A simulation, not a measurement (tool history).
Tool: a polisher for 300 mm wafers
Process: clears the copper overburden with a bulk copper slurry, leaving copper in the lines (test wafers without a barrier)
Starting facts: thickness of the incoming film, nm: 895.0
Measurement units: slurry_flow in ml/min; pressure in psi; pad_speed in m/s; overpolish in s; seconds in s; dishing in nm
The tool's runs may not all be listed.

run	hour	slurry_flow	pressure	pad_speed	slurry_solids	overpolish	seconds	dishing
1	0.0	305	2.1	0.84	1.00	28	159.60	83.945
2	8.3	305	2.1	0.84	1.00	32	157.35	88.187
3	15.8	305	2.1	0.92	1.00	32	144.77	92.958
4	19.7	305	1.8	0.92	1.00	32	170.44	82.174
5	27.8	305	1.8	0.92	1.00	21	169.70	68.697
6	34.4	305	1.8	0.92	1.15	21	166.40	67.986
7	41.3	305	1.8	0.94	1.25	8	156.21	33.698

Forecast run 8:
8	50.0	300	1.8	0.94	1.20	9	?	?

Run 8 yielded seconds 161.37 s, dishing 35.900 nm.
